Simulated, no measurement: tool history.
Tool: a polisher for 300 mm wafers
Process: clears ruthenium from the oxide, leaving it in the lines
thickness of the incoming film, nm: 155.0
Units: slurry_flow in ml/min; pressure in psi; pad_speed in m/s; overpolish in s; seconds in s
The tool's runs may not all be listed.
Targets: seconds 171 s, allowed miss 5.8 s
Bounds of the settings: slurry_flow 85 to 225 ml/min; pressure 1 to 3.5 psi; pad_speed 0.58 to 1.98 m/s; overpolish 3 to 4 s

{"run": 1, "hour": 0.0, "slurry_flow": 145, "pressure": 2.2, "pad_speed": 1.28, "overpolish": 4, "seconds": 88.321}
{"run": 2, "hour": 6.5, "slurry_flow": 145, "pressure": 2.2, "pad_speed": 1.14, "overpolish": 4, "seconds": 98.359}
{"run": 3, "hour": 7.8, "slurry_flow": 145, "pressure": 2.2, "pad_speed": 1.14, "overpolish": 3, "seconds": 97.697}
{"run": 4, "hour": 9.8, "slurry_flow": 180, "pressure": 2.2, "pad_speed": 1.14, "overpolish": 3, "seconds": 95.522}
{"run": 5, "hour": 11.2, "slurry_flow": 200, "pressure": 2.2, "pad_speed": 1.14, "overpolish": 3, "seconds": 94.99}
{"run": 6, "hour": 16.1, "slurry_flow": 200, "pressure": 2.6, "pad_speed": 1.14, "overpolish": 3, "seconds": 80.88}
{"run": 7, "hour": 18.7, "slurry_flow": 200, "pressure": 2.1, "pad_speed": 1.1, "overpolish": 3, "seconds": 101.45}
{"run": 8, "hour": 19.8, "slurry_flow": 200, "pressure": 1.8, "pad_speed": 1.06, "overpolish": 3, "seconds": 124.25}
{"run": 9, "hour": 26.5, "slurry_flow": 200, "pressure": 1.6, "pad_speed": 1.06, "overpolish": 3, "seconds": 137.13}
{"run": 10, "hour": 30.2, "slurry_flow": 200, "pressure": 1.5, "pad_speed": 1.06, "overpolish": 3, "seconds": 145.75}
{"run": 11, "hour": 38.3, "slurry_flow": 200, "pressure": 1.5, "pad_speed": 1.06, "overpolish": 3, "seconds": 146.04}
{"run": 12, "hour": 45.5, "slurry_flow": 200, "pressure": 1.4, "pad_speed": 1.06, "overpolish": 3, "seconds": 154.91}

4 next moves are on the table. One of them brings every result within its allowed miss. Which?
{"run": "A", "hour": 52.7, "slurry_flow": 220, "pressure": 1.7, "pad_speed": 0.86, "overpolish": 3, "seconds": "?"}
{"run": "B", "hour": 52.7, "slurry_flow": 210, "pressure": 1.4, "pad_speed": 0.96, "overpolish": 3, "seconds": "?"}
{"run": "C", "hour": 52.7, "slurry_flow": 170, "pressure": 1.5, "pad_speed": 0.84, "overpolish": 3, "seconds": "?"}
{"run": "D", "hour": 52.7, "slurry_flow": 205, "pressure": 1.5, "pad_speed": 1, "overpolish": 3, "seconds": "?"}

move=A seconds=157.34
move=B seconds=171.53
move=C seconds=188.05
move=D seconds=154.89
A: nearer than the last run, and not there yet
B: meets every target
C: takes the result that was furthest off past its target
D: as far off as the last run
Answer: B

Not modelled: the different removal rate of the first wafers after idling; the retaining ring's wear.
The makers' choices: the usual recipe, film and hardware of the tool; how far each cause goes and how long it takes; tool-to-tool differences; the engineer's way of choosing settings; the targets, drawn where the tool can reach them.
